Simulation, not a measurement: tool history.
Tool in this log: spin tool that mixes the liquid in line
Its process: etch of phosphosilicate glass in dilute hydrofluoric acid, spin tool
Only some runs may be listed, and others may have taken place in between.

| run | day | temperature setpoint of the liquid (C) | parts of water to one part of 49 % hydrofluoric acid (parts by volume) | time under the liquid (s) | thickness taken off the phosphosilicate glass on a monitor wafer (Å) |
|---|---|---|---|---|---|
| 1 | 0 | 25 | 50 | 15 | 575.58 |
| 2 | 0.083 | 27.5 | 45 | 15 | 717.22 |
| 3 | 0.162 | 26 | 45 | 15 | 676.38 |
| 4 | 0.271 | 26 | 45 | 15 | 667.84 |
| 5 | 0.533 | 26 | 65 | 15 | 451.54 |
| 6 | 0.567 | 26 | 75 | 15 | 385.6 |
| 7 | 0.688 | 28.5 | 60 | 15 | 544.95 |

For run 8, what comes out?
| 8 | 0.742 | 30 | 50 | 15 | ? |

Run 8 produced thickness taken off the phosphosilicate glass on a monitor wafer (Å) 699.88.

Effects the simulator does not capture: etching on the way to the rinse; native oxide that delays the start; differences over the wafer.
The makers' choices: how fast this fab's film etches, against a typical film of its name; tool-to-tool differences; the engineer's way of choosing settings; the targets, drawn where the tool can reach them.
